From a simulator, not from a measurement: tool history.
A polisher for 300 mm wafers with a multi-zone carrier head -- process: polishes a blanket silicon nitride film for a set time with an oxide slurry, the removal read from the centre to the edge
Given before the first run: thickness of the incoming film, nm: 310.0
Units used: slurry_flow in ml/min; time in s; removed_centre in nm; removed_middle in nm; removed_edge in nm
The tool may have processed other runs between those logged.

Run 1, day 0: slurry_flow 165 ml/min, centre_zone 1, middle_zone 1, edge_zone 1, slurry_solids 1, time 42 s. Result: removed_centre 23.252 nm, removed_middle 23.893 nm, removed_edge 23.048 nm.
Run 2, day 0.062: slurry_flow 165 ml/min, centre_zone 1, middle_zone 1, edge_zone 1, slurry_solids 1.2, time 42 s. Result: removed_centre 24.626 nm, removed_middle 25.276 nm, removed_edge 24.232 nm.
Run 3, day 0.112: slurry_flow 160 ml/min, centre_zone 1.01, middle_zone 0.98, edge_zone 0.98, slurry_solids 1.2, time 42 s. Result: removed_centre 24.725 nm, removed_middle 25.001 nm, removed_edge 23.991 nm.
Run 4, day 0.267: slurry_flow 160 ml/min, centre_zone 1.01, middle_zone 0.92, edge_zone 0.98, slurry_solids 1.2, time 42 s. Result: removed_centre 24.772 nm, removed_middle 23.6 nm, removed_edge 23.547 nm.
Run 5, day 0.346: slurry_flow 160 ml/min, centre_zone 1.01, middle_zone 0.92, edge_zone 1.06, slurry_solids 1.2, time 42 s. Result: removed_centre 25.133 nm, removed_middle 23.24 nm, removed_edge 24.672 nm.
Run 6, day 0.404: slurry_flow 160 ml/min, centre_zone 1.01, middle_zone 0.92, edge_zone 1.06, slurry_solids 1, time 42 s. Result: removed_centre 23.346 nm, removed_middle 22.467 nm, removed_edge 23.692 nm.
Run 7, day 0.517: slurry_flow 155 ml/min, centre_zone 1.02, middle_zone 0.91, edge_zone 1.04, slurry_solids 1, time 42 s. Result: removed_centre 23.412 nm, removed_middle 22.046 nm, removed_edge 23.365 nm.

Run 8 is up next; what results do you expect?
Run 8, day 0.825: slurry_flow 155 ml/min, centre_zone 1.03, middle_zone 0.9, edge_zone 1.02, slurry_solids 1, time 42 s. Result: removed_centre ?, removed_middle ?, removed_edge ?.

{"run 8": {"removed_centre": 23.63, "removed_middle": 21.825, "removed_edge": 23.114}}
